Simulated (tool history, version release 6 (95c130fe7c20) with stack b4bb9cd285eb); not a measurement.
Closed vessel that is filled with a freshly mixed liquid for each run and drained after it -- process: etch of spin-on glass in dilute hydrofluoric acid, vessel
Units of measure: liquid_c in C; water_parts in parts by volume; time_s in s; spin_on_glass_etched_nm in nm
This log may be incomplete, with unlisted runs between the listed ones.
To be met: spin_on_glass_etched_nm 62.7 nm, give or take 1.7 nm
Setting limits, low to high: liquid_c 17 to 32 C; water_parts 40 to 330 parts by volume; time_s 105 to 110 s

run 1 hour=0 | liquid_c=24 water_parts=185 time_s=105 | spin_on_glass_etched_nm=29.97
run 2 hour=8 | liquid_c=25.5 water_parts=170 time_s=105 | spin_on_glass_etched_nm=35.338
run 3 hour=9.3 | liquid_c=27 water_parts=160 time_s=105 | spin_on_glass_etched_nm=40.089
run 4 hour=15.3 | liquid_c=27 water_parts=210 time_s=105 | spin_on_glass_etched_nm=28.933
run 5 hour=20.7 | liquid_c=28 water_parts=190 time_s=105 | spin_on_glass_etched_nm=33.779
run 6 hour=29.3 | liquid_c=31 water_parts=190 time_s=105 | spin_on_glass_etched_nm=37.71
run 7 hour=31.8 | liquid_c=31 water_parts=175 time_s=105 | spin_on_glass_etched_nm=41.753
run 8 hour=39.2 | liquid_c=31 water_parts=160 time_s=105 | spin_on_glass_etched_nm=46.463
run 9 hour=42.2 | liquid_c=31 water_parts=150 time_s=105 | spin_on_glass_etched_nm=49.97
run 10 hour=44.6 | liquid_c=31 water_parts=145 time_s=105 | spin_on_glass_etched_nm=52.468
run 11 hour=46.6 | liquid_c=31 water_parts=145 time_s=105 | spin_on_glass_etched_nm=52.162
run 12 hour=51.9 | liquid_c=31 water_parts=140 time_s=105 | spin_on_glass_etched_nm=54.13
run 13 hour=55.7 | liquid_c=31 water_parts=135 time_s=105 | spin_on_glass_etched_nm=56.803
run 14 hour=57.7 | liquid_c=31.5 water_parts=130 time_s=105 | spin_on_glass_etched_nm=60.82

Which one of the following 5 next-run settings gets every result inside its allowed miss? There is exactly one.
run A hour=59.7 | liquid_c=32 water_parts=140 time_s=105 | spin_on_glass_etched_nm=?
run B hour=59.7 | liquid_c=30.5 water_parts=135 time_s=110 | spin_on_glass_etched_nm=?
run C hour=59.7 | liquid_c=30.5 water_parts=130 time_s=105 | spin_on_glass_etched_nm=?
run D hour=59.7 | liquid_c=31.5 water_parts=125 time_s=105 | spin_on_glass_etched_nm=?
run E hour=59.7 | liquid_c=31.5 water_parts=140 time_s=110 | spin_on_glass_etched_nm=?

move=A spin_on_glass_etched_nm=56.464
move=B spin_on_glass_etched_nm=58.531
move=C spin_on_glass_etched_nm=58.415
move=D spin_on_glass_etched_nm=63.432
move=E spin_on_glass_etched_nm=58.109
A: its largest miss is bigger than the last run's
B: its largest miss is bigger than the last run's
C: its largest miss is bigger than the last run's
D: each result inside its tolerance
E: its largest miss is bigger than the last run's
The right move is D.
